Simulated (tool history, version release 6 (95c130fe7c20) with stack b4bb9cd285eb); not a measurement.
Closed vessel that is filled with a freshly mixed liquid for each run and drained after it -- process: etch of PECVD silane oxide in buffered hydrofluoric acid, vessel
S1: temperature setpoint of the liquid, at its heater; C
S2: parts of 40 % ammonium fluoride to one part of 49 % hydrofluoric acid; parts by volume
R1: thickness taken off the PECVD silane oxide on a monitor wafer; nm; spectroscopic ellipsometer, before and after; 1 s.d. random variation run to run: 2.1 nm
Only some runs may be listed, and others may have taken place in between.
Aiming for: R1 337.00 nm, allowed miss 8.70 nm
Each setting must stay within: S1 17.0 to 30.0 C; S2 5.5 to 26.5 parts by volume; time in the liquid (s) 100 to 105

Run 1, hour 0.0: S1 22.0 C, S2 16.0 parts by volume, time in the liquid (s) 100. Result: R1 190.40 nm.
Run 2, hour 8.6: S1 24.5 C, S2 16.0 parts by volume, time in the liquid (s) 100. Result: R1 221.47 nm.
Run 3, hour 14.8: S1 26.0 C, S2 15.5 parts by volume, time in the liquid (s) 100. Result: R1 244.37 nm.
Run 4, hour 19.1: S1 26.0 C, S2 15.5 parts by volume, time in the liquid (s) 100. Result: R1 247.71 nm.
Run 5, hour 21.9: S1 26.0 C, S2 15.5 parts by volume, time in the liquid (s) 100. Result: R1 244.61 nm.
Run 6, hour 24.9: S1 29.5 C, S2 15.5 parts by volume, time in the liquid (s) 100. Result: R1 298.44 nm.
Run 7, hour 26.1: S1 29.5 C, S2 15.0 parts by volume, time in the liquid (s) 100. Result: R1 305.83 nm.
Run 8, hour 33.6: S1 29.5 C, S2 14.5 parts by volume, time in the liquid (s) 100. Result: R1 319.15 nm.

Which one of the following 5 next-run settings gets every result inside its allowed miss? There is exactly one.
Run A, hour 41.1: S1 26.5 C, S2 13.5 parts by volume, time in the liquid (s) 105. Result: R1 ?.
Run B, hour 41.1: S1 30.0 C, S2 13.0 parts by volume, time in the liquid (s) 100. Result: R1 ?.
Run C, hour 41.1: S1 30.0 C, S2 15.0 parts by volume, time in the liquid (s) 100. Result: R1 ?.
Run D, hour 41.1: S1 30.0 C, S2 14.0 parts by volume, time in the liquid (s) 100. Result: R1 ?.
Run E, hour 41.1: S1 28.5 C, S2 12.0 parts by volume, time in the liquid (s) 100. Result: R1 ?.

move      R1
   A  304.03
   B  361.87
   C  314.54
   D  336.54
   E  361.55
A: lands further from the targets than the last run did
B: takes the biggest miss from the last run beyond its target
C: lands further from the targets than the last run did
D: all results land within tolerance of their targets
E: takes the biggest miss from the last run beyond its target
Correct choice: D, which meets every target
